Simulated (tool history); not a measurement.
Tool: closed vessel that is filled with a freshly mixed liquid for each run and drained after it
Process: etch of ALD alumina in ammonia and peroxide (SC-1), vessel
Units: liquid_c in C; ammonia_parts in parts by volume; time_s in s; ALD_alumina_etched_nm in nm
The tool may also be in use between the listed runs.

{"run": 1, "hour": 0.0, "liquid_c": 58, "ammonia_parts": 0.7, "time_s": 30, "ALD_alumina_etched_nm": 2.5481}
{"run": 2, "hour": 2.4, "liquid_c": 58.5, "ammonia_parts": 0.7, "time_s": 30, "ALD_alumina_etched_nm": 2.6063}
{"run": 3, "hour": 7.0, "liquid_c": 53, "ammonia_parts": 0.7, "time_s": 30, "ALD_alumina_etched_nm": 1.9827}
{"run": 4, "hour": 15.7, "liquid_c": 53, "ammonia_parts": 0.6, "time_s": 30, "ALD_alumina_etched_nm": 1.9324}
{"run": 5, "hour": 17.7, "liquid_c": 54, "ammonia_parts": 0.6, "time_s": 30, "ALD_alumina_etched_nm": 2.03}
{"run": 6, "hour": 21.6, "liquid_c": 54, "ammonia_parts": 0.6, "time_s": 30, "ALD_alumina_etched_nm": 2.033}
{"run": 7, "hour": 30.3, "liquid_c": 55, "ammonia_parts": 0.6, "time_s": 30, "ALD_alumina_etched_nm": 2.1417}
{"run": 8, "hour": 38.8, "liquid_c": 56, "ammonia_parts": 0.6, "time_s": 30, "ALD_alumina_etched_nm": 2.2671}

Forecast run 9:
{"run": 9, "hour": 46.1, "liquid_c": 56.5, "ammonia_parts": 0.6, "time_s": 30, "ALD_alumina_etched_nm": "?"}

ALD_alumina_etched_nm: 2.3065 nm
